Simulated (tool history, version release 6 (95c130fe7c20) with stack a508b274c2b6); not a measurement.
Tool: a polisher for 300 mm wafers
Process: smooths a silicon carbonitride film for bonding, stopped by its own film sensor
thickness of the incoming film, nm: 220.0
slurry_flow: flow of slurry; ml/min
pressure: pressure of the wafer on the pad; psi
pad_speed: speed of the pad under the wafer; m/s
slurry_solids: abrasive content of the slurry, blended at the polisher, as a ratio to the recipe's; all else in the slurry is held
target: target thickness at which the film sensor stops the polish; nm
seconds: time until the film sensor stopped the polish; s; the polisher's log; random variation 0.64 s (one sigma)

Run 1, hour 0: slurry_flow 315 ml/min, pressure 2.6 psi, pad_speed 0.7 m/s, slurry_solids 1, target 207 nm. Result: seconds 61.101 s.
Run 2, hour 6.5: slurry_flow 315 ml/min, pressure 2.5 psi, pad_speed 0.7 m/s, slurry_solids 1, target 207 nm. Result: seconds 62.476 s.
Run 3, hour 7.9: slurry_flow 315 ml/min, pressure 2.4 psi, pad_speed 0.7 m/s, slurry_solids 1, target 207 nm. Result: seconds 65.772 s.
Run 4, hour 16.8: slurry_flow 315 ml/min, pressure 2.4 psi, pad_speed 0.86 m/s, slurry_solids 1, target 207 nm. Result: seconds 59.116 s.
Run 5, hour 21.7: slurry_flow 315 ml/min, pressure 2.3 psi, pad_speed 0.86 m/s, slurry_solids 1, target 207 nm. Result: seconds 59.897 s.
Run 6, hour 27.9: slurry_flow 315 ml/min, pressure 2.3 psi, pad_speed 0.86 m/s, slurry_solids 0.9, target 207 nm. Result: seconds 62.259 s.

Run 7 comes next. What will it give?
Run 7, hour 28.6: slurry_flow 315 ml/min, pressure 2.2 psi, pad_speed 0.86 m/s, slurry_solids 0.9, target 207 nm. Result: seconds ?.

seconds: 64.466 s
